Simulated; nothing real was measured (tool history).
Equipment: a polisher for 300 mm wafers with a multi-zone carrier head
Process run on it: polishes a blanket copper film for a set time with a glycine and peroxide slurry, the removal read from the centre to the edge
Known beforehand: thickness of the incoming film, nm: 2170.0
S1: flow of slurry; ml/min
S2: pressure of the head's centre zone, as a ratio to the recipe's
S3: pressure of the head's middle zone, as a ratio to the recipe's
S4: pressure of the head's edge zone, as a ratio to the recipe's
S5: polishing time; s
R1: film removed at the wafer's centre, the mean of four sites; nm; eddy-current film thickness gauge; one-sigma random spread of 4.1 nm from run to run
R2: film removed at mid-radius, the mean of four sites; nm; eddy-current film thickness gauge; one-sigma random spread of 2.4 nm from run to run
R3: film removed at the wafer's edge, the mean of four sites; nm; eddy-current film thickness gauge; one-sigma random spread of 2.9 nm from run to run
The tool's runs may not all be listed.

| run | hour | S1 | S2 | S3 | S4 | S5 | R1 | R2 | R3 |
|---|---|---|---|---|---|---|---|---|---|
| 1 | 0.0 | 230 | 1.00 | 1.00 | 1.00 | 34 | 219.73 | 218.14 | 221.67 |
| 2 | 1.3 | 230 | 1.00 | 0.94 | 1.00 | 34 | 220.32 | 205.98 | 224.68 |
| 3 | 6.6 | 230 | 1.03 | 0.94 | 1.00 | 34 | 229.75 | 203.49 | 221.44 |
| 4 | 12.0 | 230 | 1.03 | 0.94 | 0.95 | 34 | 223.04 | 208.31 | 217.02 |
| 5 | 12.8 | 230 | 1.06 | 0.94 | 0.95 | 34 | 235.95 | 211.11 | 217.68 |
| 6 | 17.5 | 235 | 1.07 | 0.95 | 0.99 | 36 | 250.24 | 220.82 | 234.29 |
| 7 | 22.6 | 245 | 1.09 | 0.96 | 1.02 | 38 | 265.44 | 234.79 | 254.84 |
| 8 | 25.8 | 245 | 1.11 | 0.95 | 1.02 | 40 | 292.26 | 246.80 | 264.98 |
| 9 | 29.1 | 250 | 1.12 | 0.96 | 1.04 | 41 | 302.71 | 259.48 | 274.28 |
| 10 | 37.9 | 255 | 1.13 | 0.96 | 1.07 | 42 | 307.88 | 266.64 | 289.44 |
| 11 | 42.3 | 260 | 1.14 | 0.95 | 1.07 | 43 | 327.24 | 265.81 | 296.02 |
| 12 | 43.9 | 265 | 1.15 | 0.96 | 1.08 | 43 | 324.12 | 275.31 | 292.96 |

What will run 13 give?
| 13 | 51.0 | 260 | 1.15 | 0.95 | 1.08 | 44 | ? | ? | ? |

R1: 337.85 nm
R2: 271.28 nm
R3: 301.62 nm
